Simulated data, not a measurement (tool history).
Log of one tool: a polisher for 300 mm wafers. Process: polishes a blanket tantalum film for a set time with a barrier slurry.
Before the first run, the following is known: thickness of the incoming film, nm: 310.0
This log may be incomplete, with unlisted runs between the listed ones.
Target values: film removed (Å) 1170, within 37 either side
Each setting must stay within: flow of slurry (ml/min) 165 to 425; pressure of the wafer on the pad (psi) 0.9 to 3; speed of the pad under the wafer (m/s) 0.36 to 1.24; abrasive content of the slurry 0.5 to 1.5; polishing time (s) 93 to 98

run	hour	flow of slurry (ml/min)	pressure of the wafer on the pad (psi)	speed of the pad under the wafer (m/s)	abrasive content of the slurry	polishing time (s)	film removed (Å)
1	0	275	1.9	0.8	1	93	1018.8
2	3.9	275	1.9	0.8	0.85	93	950.96
3	9.9	275	2	0.8	0.85	93	986.75
4	18.6	275	2	0.8	0.95	93	1030.7
5	24.5	275	2	0.7	0.95	93	915.78
6	33.1	275	2	0.7	0.95	93	917.73
7	39.6	275	2.1	0.7	0.95	93	962.95
8	42.6	280	2.5	0.7	0.95	93	1087.4
9	48.5	280	2.6	0.7	0.95	93	1098.5

Which single option among these 4 for the next run brings every result within its allowed miss of target? Just one does.
A	54.4	345	3	0.62	1.05	93	?
B	54.4	355	2.8	0.72	0.85	98	?
C	54.4	345	3	0.5	0.9	98	?
D	54.4	245	2.5	0.82	1	98	?

move	film removed (Å)
A	1165
B	1242.4
C	990.66
D	1293.6
A: all results in spec
B: takes the result that was furthest off past its target
C: misses by more than the last run did
D: takes the result that was furthest off past its target
Move A is the one to make.

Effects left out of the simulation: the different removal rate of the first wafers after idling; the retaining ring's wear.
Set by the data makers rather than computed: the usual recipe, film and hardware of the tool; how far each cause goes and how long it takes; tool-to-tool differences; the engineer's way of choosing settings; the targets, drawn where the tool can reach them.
